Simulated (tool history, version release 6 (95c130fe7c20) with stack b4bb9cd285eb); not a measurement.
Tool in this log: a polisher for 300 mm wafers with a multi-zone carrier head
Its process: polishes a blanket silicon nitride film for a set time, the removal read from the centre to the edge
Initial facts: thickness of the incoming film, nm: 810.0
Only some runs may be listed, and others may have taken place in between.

run,hour,flow of slurry (ml/min),pressure of the head's centre zone,pressure of the head's middle zone,pressure of the head's edge zone,polishing time (s),film removed at the wafer's centre (Å),film removed at mid-radius (Å),film removed at the wafer's edge (Å)
1,0.0,175,1.00,1.00,1.00,77,1451.9,1449.4,1445.6
2,3.7,175,1.00,1.00,0.93,77,1458.4,1449.4,1373.4
3,5.0,175,1.00,1.00,0.86,77,1472.9,1450.9,1376.0
4,13.5,175,0.93,1.00,0.86,77,1366.4,1469.5,1343.8
5,15.0,195,0.93,1.00,0.86,77,1394.8,1485.0,1385.8
6,23.0,215,0.91,1.00,0.92,84,1520.8,1614.6,1580.7

Run 7 comes next. What will it give?
7,24.9,230,0.90,1.02,0.97,89,?,?,?

For run 7 the tool returned film removed at the wafer's centre (Å) 1586.4, film removed at mid-radius (Å) 1764.7, film removed at the wafer's edge (Å) 1705.0.
